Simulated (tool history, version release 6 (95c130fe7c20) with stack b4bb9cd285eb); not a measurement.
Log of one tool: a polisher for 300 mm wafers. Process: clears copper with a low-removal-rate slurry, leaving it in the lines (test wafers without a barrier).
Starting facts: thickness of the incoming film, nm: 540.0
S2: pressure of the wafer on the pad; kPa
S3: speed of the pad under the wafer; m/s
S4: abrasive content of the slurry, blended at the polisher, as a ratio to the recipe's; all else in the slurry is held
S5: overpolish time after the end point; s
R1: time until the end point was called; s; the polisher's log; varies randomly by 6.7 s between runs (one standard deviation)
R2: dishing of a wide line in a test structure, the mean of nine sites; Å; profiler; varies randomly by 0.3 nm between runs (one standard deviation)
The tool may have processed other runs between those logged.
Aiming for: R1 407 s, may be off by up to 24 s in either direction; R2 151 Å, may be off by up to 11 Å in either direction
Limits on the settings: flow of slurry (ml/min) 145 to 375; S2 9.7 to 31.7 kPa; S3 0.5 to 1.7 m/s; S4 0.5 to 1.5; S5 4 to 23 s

{"run": 1, "hour": 0.0, "flow of slurry (ml/min)": 240, "S2": 20.7, "S3": 1.1, "S4": 1, "S5": 12, "R1": 175.42, "R2": 268.49}
{"run": 2, "hour": 5.2, "flow of slurry (ml/min)": 285, "S2": 20.7, "S3": 1.1, "S4": 1, "S5": 12, "R1": 177.92, "R2": 274.25}
{"run": 3, "hour": 13.2, "flow of slurry (ml/min)": 285, "S2": 17.2, "S3": 0.98, "S4": 1, "S5": 13, "R1": 230.72, "R2": 223.31}
{"run": 4, "hour": 19.2, "flow of slurry (ml/min)": 285, "S2": 14.5, "S3": 0.9, "S4": 1, "S5": 14, "R1": 299.7, "R2": 189.78}
{"run": 5, "hour": 28.0, "flow of slurry (ml/min)": 285, "S2": 13.1, "S3": 0.88, "S4": 1, "S5": 14, "R1": 334.7, "R2": 167.9}
{"run": 6, "hour": 32.2, "flow of slurry (ml/min)": 285, "S2": 13.1, "S3": 0.88, "S4": 1, "S5": 19, "R1": 330.49, "R2": 227.74}
{"run": 7, "hour": 40.8, "flow of slurry (ml/min)": 285, "S2": 13.1, "S3": 0.88, "S4": 1, "S5": 19, "R1": 332.36, "R2": 225.82}
{"run": 8, "hour": 44.9, "flow of slurry (ml/min)": 285, "S2": 11.7, "S3": 0.88, "S4": 1, "S5": 18, "R1": 374.21, "R2": 192.7}
{"run": 9, "hour": 45.9, "flow of slurry (ml/min)": 285, "S2": 11, "S3": 0.88, "S4": 1, "S5": 17, "R1": 397.69, "R2": 173.64}
{"run": 10, "hour": 48.1, "flow of slurry (ml/min)": 285, "S2": 11, "S3": 0.88, "S4": 1, "S5": 16, "R1": 401.36, "R2": 167.45}

Consider the 5 candidate settings below. Which is the only one whose results all fall within their allowed miss of target?
{"run": "A", "hour": 50.3, "flow of slurry (ml/min)": 165, "S2": 15.2, "S3": 0.66, "S4": 1, "S5": 15, "R1": "?", "R2": "?"}
{"run": "B", "hour": 50.3, "flow of slurry (ml/min)": 320, "S2": 10.3, "S3": 0.9, "S4": 0.95, "S5": 17, "R1": "?", "R2": "?"}
{"run": "C", "hour": 50.3, "flow of slurry (ml/min)": 305, "S2": 9.7, "S3": 0.8, "S4": 1.35, "S5": 14, "R1": "?", "R2": "?"}
{"run": "D", "hour": 50.3, "flow of slurry (ml/min)": 305, "S2": 12.4, "S3": 0.86, "S4": 0.9, "S5": 16, "R1": "?", "R2": "?"}
{"run": "E", "hour": 50.3, "flow of slurry (ml/min)": 350, "S2": 10.3, "S3": 0.76, "S4": 1, "S5": 21, "R1": "?", "R2": "?"}

move=A R1=412.43 R2=146.75
move=B R1=409.25 R2=164.67
move=C R1=450.51 R2=125.27
move=D R1=366.21 R2=173.46
move=E R1=471.79 R2=175.54
A: all results land within tolerance of their targets
B: moves toward the targets from the last run without getting all of them in spec
C: the result that was furthest off in the last run now lies on the other side of its target
D: its largest miss is bigger than the last run's
E: its largest miss is bigger than the last run's
So the answer is move A, the one that meets all the targets.
